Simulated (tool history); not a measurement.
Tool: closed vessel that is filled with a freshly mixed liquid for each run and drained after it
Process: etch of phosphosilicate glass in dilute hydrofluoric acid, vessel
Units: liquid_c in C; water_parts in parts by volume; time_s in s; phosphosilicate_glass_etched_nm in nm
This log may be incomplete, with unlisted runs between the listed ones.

| run | day | liquid_c | water_parts | time_s | phosphosilicate_glass_etched_nm |
|---|---|---|---|---|---|
| 1 | 0.000 | 22.0 | 120 | 30 | 30.571 |
| 2 | 0.188 | 22.0 | 120 | 30 | 30.385 |
| 3 | 0.546 | 20.0 | 120 | 30 | 28.353 |
| 4 | 0.692 | 23.0 | 105 | 30 | 37.402 |
| 5 | 1.025 | 25.5 | 100 | 30 | 42.850 |
| 6 | 1.175 | 27.0 | 95 | 30 | 48.822 |
| 7 | 1.208 | 28.0 | 90 | 30 | 53.609 |
| 8 | 1.283 | 28.0 | 90 | 30 | 53.328 |

The next listed run, before its measurement:
| 9 | 1.529 | 30.0 | 85 | 30 | ? |

{"run 9": {"phosphosilicate_glass_etched_nm": 60.933}}
